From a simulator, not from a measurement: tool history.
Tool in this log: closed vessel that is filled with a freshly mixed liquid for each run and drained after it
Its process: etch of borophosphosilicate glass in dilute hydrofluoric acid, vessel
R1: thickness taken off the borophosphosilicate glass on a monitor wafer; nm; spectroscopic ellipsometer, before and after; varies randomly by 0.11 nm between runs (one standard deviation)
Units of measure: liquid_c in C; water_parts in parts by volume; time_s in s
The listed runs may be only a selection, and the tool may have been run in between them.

run 1 hour=0.0 | liquid_c=21.0 water_parts=165 time_s=35 | R1=7.9877
run 2 hour=1.6 | liquid_c=21.0 water_parts=165 time_s=35 | R1=8.0790
run 3 hour=4.6 | liquid_c=23.0 water_parts=145 time_s=35 | R1=10.1490
run 4 hour=10.8 | liquid_c=23.0 water_parts=145 time_s=30 | R1=8.6189
run 5 hour=13.4 | liquid_c=23.0 water_parts=110 time_s=30 | R1=11.9210
run 6 hour=17.3 | liquid_c=23.0 water_parts=150 time_s=30 | R1=8.3413
run 7 hour=19.1 | liquid_c=23.5 water_parts=130 time_s=30 | R1=10.0670
run 8 hour=25.3 | liquid_c=24.5 water_parts=115 time_s=30 | R1=12.0400
-- hour=29.6 thermometer replaced
run 9 hour=29.6 | liquid_c=25.5 water_parts=105 time_s=30 | R1=13.3180

What will run 10 give?
run 10 hour=32.6 | liquid_c=26.5 water_parts=100 time_s=30 | R1=?

R1: 14.6130 nm

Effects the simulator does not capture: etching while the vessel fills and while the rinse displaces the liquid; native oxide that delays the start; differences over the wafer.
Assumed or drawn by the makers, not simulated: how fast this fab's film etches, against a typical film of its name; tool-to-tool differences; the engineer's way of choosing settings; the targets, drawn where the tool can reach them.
